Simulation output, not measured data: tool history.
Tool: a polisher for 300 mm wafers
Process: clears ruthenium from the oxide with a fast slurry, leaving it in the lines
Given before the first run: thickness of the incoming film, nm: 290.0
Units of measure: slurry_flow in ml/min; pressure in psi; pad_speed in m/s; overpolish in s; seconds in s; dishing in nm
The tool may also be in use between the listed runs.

| run | hour | slurry_flow | pressure | pad_speed | slurry_solids | overpolish | seconds | dishing |
|---|---|---|---|---|---|---|---|---|
| 1 | 0.0 | 135 | 2.8 | 1.28 | 1.0 | 12 | 45.924 | 62.144 |
| 2 | 8.3 | 115 | 2.8 | 1.28 | 1.0 | 12 | 46.729 | 63.481 |
| 3 | 16.6 | 115 | 3.0 | 1.32 | 1.0 | 12 | 42.973 | 68.180 |
| 4 | 20.8 | 115 | 3.2 | 1.36 | 1.0 | 12 | 38.930 | 73.108 |
| 5 | 27.5 | 145 | 3.2 | 1.36 | 1.0 | 12 | 37.795 | 76.089 |
| 6 | 35.6 | 145 | 3.4 | 1.40 | 1.0 | 12 | 34.889 | 81.278 |

Estimate the outcome of run 7 from the log above:
| 7 | 38.7 | 160 | 4.2 | 1.68 | 1.0 | 15 | ? | ? |

Run 7 gave seconds 23.903 s, dishing 126.510 nm.
